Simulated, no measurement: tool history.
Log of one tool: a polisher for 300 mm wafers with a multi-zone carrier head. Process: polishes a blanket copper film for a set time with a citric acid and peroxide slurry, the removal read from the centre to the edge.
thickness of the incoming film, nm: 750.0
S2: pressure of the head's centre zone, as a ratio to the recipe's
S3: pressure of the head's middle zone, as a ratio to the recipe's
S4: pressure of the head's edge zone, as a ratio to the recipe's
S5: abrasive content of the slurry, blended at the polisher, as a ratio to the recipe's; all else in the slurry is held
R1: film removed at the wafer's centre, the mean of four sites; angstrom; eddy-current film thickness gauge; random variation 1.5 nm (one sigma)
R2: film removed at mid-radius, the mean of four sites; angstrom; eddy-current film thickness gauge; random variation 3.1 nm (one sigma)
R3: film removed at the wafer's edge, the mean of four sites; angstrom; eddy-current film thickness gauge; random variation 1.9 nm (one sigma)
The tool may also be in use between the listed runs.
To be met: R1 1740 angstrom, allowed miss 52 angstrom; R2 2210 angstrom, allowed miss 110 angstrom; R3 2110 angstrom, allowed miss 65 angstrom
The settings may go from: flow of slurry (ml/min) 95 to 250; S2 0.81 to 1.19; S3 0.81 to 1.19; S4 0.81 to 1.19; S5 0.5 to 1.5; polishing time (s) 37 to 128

Run 1, hour 0: flow of slurry (ml/min) 160, S2 1, S3 1, S4 1, S5 1, polishing time (s) 82. Result: R1 2115 angstrom, R2 2122.6 angstrom, R3 2142.4 angstrom.
Run 2, hour 5.1: flow of slurry (ml/min) 160, S2 1, S3 1.06, S4 1, S5 1, polishing time (s) 82. Result: R1 2101.5 angstrom, R2 2210.2 angstrom, R3 2117.8 angstrom.
Run 3, hour 8.5: flow of slurry (ml/min) 160, S2 1, S3 1.12, S4 1, S5 1, polishing time (s) 82. Result: R1 2098 angstrom, R2 2290.6 angstrom, R3 2123.9 angstrom.
Run 4, hour 10.6: flow of slurry (ml/min) 160, S2 1, S3 1.12, S4 1, S5 1, polishing time (s) 96. Result: R1 2429.2 angstrom, R2 2707.5 angstrom, R3 2518.9 angstrom.
At hour 14.2: edge zone pressure recalibrated.
Run 5, hour 14.2: flow of slurry (ml/min) 160, S2 1, S3 1.12, S4 1.03, S5 1, polishing time (s) 96. Result: R1 2492.5 angstrom, R2 2713.8 angstrom, R3 2577.7 angstrom.
Run 6, hour 16.5: flow of slurry (ml/min) 155, S2 0.98, S3 1.11, S4 1.01, S5 0.95, polishing time (s) 96. Result: R1 2382.7 angstrom, R2 2651.4 angstrom, R3 2493.2 angstrom.
Run 7, hour 22: flow of slurry (ml/min) 150, S2 0.96, S3 1.1, S4 1.01, S5 0.9, polishing time (s) 96. Result: R1 2272.8 angstrom, R2 2644.2 angstrom, R3 2442.6 angstrom.
Run 8, hour 27.1: flow of slurry (ml/min) 145, S2 0.94, S3 1.08, S4 1.01, S5 0.85, polishing time (s) 96. Result: R1 2232 angstrom, R2 2541.1 angstrom, R3 2405.8 angstrom.
Run 9, hour 33.1: flow of slurry (ml/min) 105, S2 0.84, S3 1.11, S4 1.04, S5 0.6, polishing time (s) 90. Result: R1 1617.9 angstrom, R2 2129.8 angstrom, R3 2076.9 angstrom.
Run 10, hour 39.8: flow of slurry (ml/min) 110, S2 0.84, S3 1.11, S4 1.04, S5 0.6, polishing time (s) 90. Result: R1 1619 angstrom, R2 2127.4 angstrom, R3 2122.3 angstrom.

Which of these 4 next moves meets every target?
Run A, hour 46.5: flow of slurry (ml/min) 140, S2 0.86, S3 0.98, S4 1.15, S5 0.6, polishing time (s) 87. Result: R1 ?, R2 ?, R3 ?.
Run B, hour 46.5: flow of slurry (ml/min) 125, S2 0.87, S3 1.11, S4 1.05, S5 0.65, polishing time (s) 87. Result: R1 ?, R2 ?, R3 ?.
Run C, hour 46.5: flow of slurry (ml/min) 120, S2 0.9, S3 0.97, S4 1.11, S5 0.6, polishing time (s) 87. Result: R1 ?, R2 ?, R3 ?.
Run D, hour 46.5: flow of slurry (ml/min) 105, S2 0.86, S3 1.19, S4 0.92, S5 0.6, polishing time (s) 88. Result: R1 ?, R2 ?, R3 ?.

move      R1      R2      R3
   A  1761.2    2000  2198.5
   B  1746.6  2185.7  2107.2
   C  1766.9  1909.9  2115.4
   D  1636.5  2215.1  1954.6
A: brings the result that was furthest off to its target, and leaves another outside
B: meets every target
C: brings the result that was furthest off to its target, and leaves another outside
D: as far off as the last run
Move B is the one to make.
